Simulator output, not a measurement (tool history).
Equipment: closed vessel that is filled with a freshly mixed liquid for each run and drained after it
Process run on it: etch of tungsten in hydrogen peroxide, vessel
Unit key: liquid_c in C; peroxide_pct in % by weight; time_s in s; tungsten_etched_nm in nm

Run 1, hour 0.0: liquid_c 57 C, peroxide_pct 20.0 % by weight, time_s 90 s. Result: tungsten_etched_nm 112.460 nm.
Run 2, hour 2.1: liquid_c 57 C, peroxide_pct 15.5 % by weight, time_s 90 s. Result: tungsten_etched_nm 99.025 nm.
Run 3, hour 6.4: liquid_c 57 C, peroxide_pct 18.0 % by weight, time_s 90 s. Result: tungsten_etched_nm 106.320 nm.
Run 4, hour 10.7: liquid_c 57 C, peroxide_pct 18.0 % by weight, time_s 95 s. Result: tungsten_etched_nm 113.460 nm.
Run 5, hour 19.6: liquid_c 57 C, peroxide_pct 18.0 % by weight, time_s 90 s. Result: tungsten_etched_nm 105.400 nm.
Run 6, hour 24.8: liquid_c 54 C, peroxide_pct 18.0 % by weight, time_s 90 s. Result: tungsten_etched_nm 89.317 nm.

Run 7 comes next. What will it give?
Run 7, hour 30.7: liquid_c 52 C, peroxide_pct 18.0 % by weight, time_s 90 s. Result: tungsten_etched_nm ?.

tungsten_etched_nm: 78.101 nm
